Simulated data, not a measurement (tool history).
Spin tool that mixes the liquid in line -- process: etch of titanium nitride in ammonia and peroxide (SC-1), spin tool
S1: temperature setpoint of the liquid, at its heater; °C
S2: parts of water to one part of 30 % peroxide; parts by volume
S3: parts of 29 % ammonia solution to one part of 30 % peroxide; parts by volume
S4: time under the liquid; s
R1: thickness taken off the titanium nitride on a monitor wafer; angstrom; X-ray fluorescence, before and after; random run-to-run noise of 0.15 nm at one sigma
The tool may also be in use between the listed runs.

run 1 hour=0 | S1=62 S2=14.5 S3=0.45 S4=205 | R1=187.64
run 2 hour=7.5 | S1=62 S2=18.5 S3=0.45 S4=205 | R1=161.92
run 3 hour=15.6 | S1=62 S2=18.5 S3=0.45 S4=215 | R1=172.27
run 4 hour=22.2 | S1=62.5 S2=18.5 S3=0.45 S4=215 | R1=177.79
run 5 hour=29.2 | S1=58.5 S2=18.5 S3=0.45 S4=215 | R1=135.41
run 6 hour=38.1 | S1=58.5 S2=18.5 S3=0.55 S4=215 | R1=141.79
run 7 hour=46.3 | S1=60 S2=18.5 S3=0.55 S4=215 | R1=154.6

Forecast run 8:
run 8 hour=49 | S1=65.5 S2=18.5 S3=0.55 S4=215 | R1=?

R1: 223.09 angstrom

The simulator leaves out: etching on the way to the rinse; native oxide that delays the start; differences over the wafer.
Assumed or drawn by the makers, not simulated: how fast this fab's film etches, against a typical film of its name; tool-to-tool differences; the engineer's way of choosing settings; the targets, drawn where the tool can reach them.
